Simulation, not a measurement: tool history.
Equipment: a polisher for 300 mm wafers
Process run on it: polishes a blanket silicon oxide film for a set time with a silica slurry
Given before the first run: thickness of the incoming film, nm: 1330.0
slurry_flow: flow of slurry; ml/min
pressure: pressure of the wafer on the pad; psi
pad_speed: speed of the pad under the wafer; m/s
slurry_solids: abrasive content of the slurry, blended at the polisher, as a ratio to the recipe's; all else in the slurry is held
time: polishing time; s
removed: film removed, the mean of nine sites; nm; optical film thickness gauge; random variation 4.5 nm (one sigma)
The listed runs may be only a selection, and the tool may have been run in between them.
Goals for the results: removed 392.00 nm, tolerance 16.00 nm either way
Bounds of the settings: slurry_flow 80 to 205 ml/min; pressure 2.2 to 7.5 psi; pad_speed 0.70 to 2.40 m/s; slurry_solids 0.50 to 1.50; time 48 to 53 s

run    day  slurry_flow  pressure  pad_speed  slurry_solids  time  removed
  1  0.000          135       4.8       1.54           1.00    53   271.27
  2  0.329          160       4.8       1.54           1.00    53   289.63
  3  0.512          160       5.9       1.54           1.00    53   348.21
  4  0.775          160       5.1       1.54           1.00    53   306.12
  5  0.992          165       5.3       1.54           1.00    53   321.40
  6  1.050          165       5.8       1.54           1.00    53   339.85
  7  1.079          170       5.9       1.54           1.00    53   355.61
  8  1.104          175       6.0       1.54           1.00    53   347.13
  9  1.321          175       6.2       1.54           1.00    53   370.52
 10  1.412          175       6.3       1.54           1.00    53   372.34

Exactly one of the 4 candidate moves below puts every result within its allowed miss. Which one?
  A  1.504          145       6.8       1.50           1.00    48        ?
  B  1.504          175       5.7       1.84           0.95    50        ?
  C  1.504          165       6.7       1.60           0.95    53        ?
  D  1.504          205       7.5       1.48           0.70    52        ?

move  removed
   A   351.06
   B   363.85
   C   400.29
   D   356.45
A: further off than the last run
B: further off than the last run
C: each result inside its tolerance
D: further off than the last run
The right move is C.

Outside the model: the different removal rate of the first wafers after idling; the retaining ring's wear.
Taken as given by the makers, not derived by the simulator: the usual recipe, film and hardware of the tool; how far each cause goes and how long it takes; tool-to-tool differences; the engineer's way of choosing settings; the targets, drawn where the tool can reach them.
